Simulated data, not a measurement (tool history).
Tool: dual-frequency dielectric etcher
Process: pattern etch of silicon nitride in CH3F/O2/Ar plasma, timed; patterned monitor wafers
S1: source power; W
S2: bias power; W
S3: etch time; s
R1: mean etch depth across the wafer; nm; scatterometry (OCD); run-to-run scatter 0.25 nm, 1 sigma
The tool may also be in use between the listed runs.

{"run": 1, "hour": 0.0, "S1": 410, "S2": 59, "S3": 79.5, "R1": 53.383}
{"run": 2, "hour": 1.9, "S1": 380, "S2": 59, "S3": 79.5, "R1": 51.253}
{"run": 3, "hour": 3.7, "S1": 380, "S2": 69, "S3": 79.5, "R1": 55.373}
{"run": 4, "hour": 12.4, "S1": 390, "S2": 69, "S3": 79.5, "R1": 55.622}
{"run": 5, "hour": 17.1, "S1": 400, "S2": 69, "S3": 79.5, "R1": 56.382}
{"run": 6, "hour": 19.1, "S1": 410, "S2": 69, "S3": 79.5, "R1": 56.845}
{"run": 7, "hour": 20.5, "S1": 420, "S2": 69, "S3": 79.5, "R1": 57.72}

Run 8 comes next. What will it give?
{"run": 8, "hour": 27.9, "S1": 430, "S2": 69, "S3": 79.5, "R1": "?"}

R1: 58.378 nm

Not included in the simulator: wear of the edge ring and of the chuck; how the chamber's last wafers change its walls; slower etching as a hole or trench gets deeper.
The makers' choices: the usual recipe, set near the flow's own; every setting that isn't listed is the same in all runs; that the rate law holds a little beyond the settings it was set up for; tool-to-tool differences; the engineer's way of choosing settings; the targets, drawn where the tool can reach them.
